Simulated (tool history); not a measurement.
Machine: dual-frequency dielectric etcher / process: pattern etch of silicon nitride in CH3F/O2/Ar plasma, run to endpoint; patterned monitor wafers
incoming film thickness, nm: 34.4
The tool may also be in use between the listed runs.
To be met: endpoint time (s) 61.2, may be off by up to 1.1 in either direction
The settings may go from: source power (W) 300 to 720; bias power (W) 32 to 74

run  hour  source power (W)  bias power (W)  endpoint time (s)
  1     0               510              53             51.362
  2   5.2               420              53             53.547
  3   7.8               490              53             51.533
  4    14               450              50             53.843
  5  18.3               420              48             56.098
  6  22.6               480              48             53.856
  7  30.2               450              47             55.968
     32.5  -- bias power generator calibrated
  8  32.5               420              46             55.967

Exactly one of the 5 candidate moves below puts every result within its allowed miss. Which one?
  A  34.8               490              51                  ?
  B  34.8               500              50                  ?
  C  34.8               320              47                  ?
  D  34.8               400              39                  ?
  E  34.8               510              56                  ?

move  endpoint time (s)
   A             51.796
   B             51.969
   C             59.212
   D             61.069
   E             49.277
A: its largest miss is bigger than the last run's
B: its largest miss is bigger than the last run's
C: gains on the last run, yet a result remains outside its allowed miss
D: each result inside its tolerance
E: its largest miss is bigger than the last run's
D meets every target.
